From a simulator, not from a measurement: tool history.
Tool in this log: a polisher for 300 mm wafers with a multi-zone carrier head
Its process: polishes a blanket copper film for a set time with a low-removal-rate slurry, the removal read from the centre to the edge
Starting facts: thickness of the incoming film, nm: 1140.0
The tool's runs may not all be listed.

run,hour,flow of slurry (ml/min),pressure of the head's centre zone,pressure of the head's middle zone,pressure of the head's edge zone,abrasive content of the slurry,polishing time (s),film removed at the wafer's centre (nm),film removed at mid-radius (nm),film removed at the wafer's edge (nm)
1,0.0,320,1.00,1.00,1.00,1.00,51,106.460,104.620,108.110
2,2.2,320,1.00,1.00,1.00,1.10,51,108.960,105.040,106.940
3,6.4,315,0.98,0.98,1.00,1.05,47,94.531,97.082,99.648
4,7.5,315,0.99,0.96,1.01,1.00,43,88.047,83.055,91.355
5,9.3,245,0.99,0.96,1.01,1.00,43,86.846,83.358,88.429
6,13.3,245,0.98,0.95,1.00,0.95,41,80.828,77.394,82.028
7,18.3,250,0.96,0.94,1.00,0.90,40,77.727,75.345,81.742
8,20.0,250,0.94,0.93,1.00,0.85,39,72.441,72.404,76.913
9,24.1,255,0.93,0.92,1.01,0.80,38,69.189,68.606,75.982
10,28.3,255,0.92,0.91,1.01,0.75,37,66.777,67.420,73.141
11,31.4,255,0.91,0.90,1.02,0.70,36,65.260,62.262,71.313
12,32.4,255,0.90,0.89,1.02,0.65,36,61.743,61.865,69.237
13,39.1,255,0.89,0.88,1.02,0.65,36,61.897,61.821,69.977
14,40.4,255,0.88,0.87,1.02,0.65,36,59.367,59.283,69.370

Forecast run 15:
15,48.2,255,0.84,0.84,0.94,0.50,36,?,?,?

film removed at the wafer's centre (nm): 57.304
film removed at mid-radius (nm): 57.000
film removed at the wafer's edge (nm): 67.953

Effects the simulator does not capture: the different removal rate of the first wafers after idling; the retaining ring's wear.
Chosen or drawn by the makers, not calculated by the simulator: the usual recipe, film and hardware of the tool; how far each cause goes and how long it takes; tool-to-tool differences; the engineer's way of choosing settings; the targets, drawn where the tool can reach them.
